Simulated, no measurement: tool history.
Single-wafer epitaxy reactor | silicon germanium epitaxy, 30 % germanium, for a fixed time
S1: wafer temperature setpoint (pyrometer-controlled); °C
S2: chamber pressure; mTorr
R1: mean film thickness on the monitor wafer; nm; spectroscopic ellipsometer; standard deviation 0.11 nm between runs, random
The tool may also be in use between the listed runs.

Run 1, hour 0: S1 615 °C, S2 19500 mTorr. Result: R1 75.225 nm.
Run 2, hour 1.5: S1 620 °C, S2 19500 mTorr. Result: R1 82.646 nm.
Run 3, hour 6.7: S1 620 °C, S2 22400 mTorr. Result: R1 85.779 nm.
Run 4, hour 12.2: S1 620 °C, S2 25300 mTorr. Result: R1 89.1 nm.
Run 5, hour 15.3: S1 611 °C, S2 25000 mTorr. Result: R1 75.294 nm.
Run 6, hour 22.1: S1 602 °C, S2 25000 mTorr. Result: R1 63.613 nm.
Run 7, hour 23.4: S1 599 °C, S2 24900 mTorr. Result: R1 60.01 nm.
Run 8, hour 27.1: S1 597 °C, S2 24800 mTorr. Result: R1 57.73 nm.

Forecast run 9:
Run 9, hour 35.4: S1 596 °C, S2 24800 mTorr. Result: R1 ?.

R1: 56.84 nm

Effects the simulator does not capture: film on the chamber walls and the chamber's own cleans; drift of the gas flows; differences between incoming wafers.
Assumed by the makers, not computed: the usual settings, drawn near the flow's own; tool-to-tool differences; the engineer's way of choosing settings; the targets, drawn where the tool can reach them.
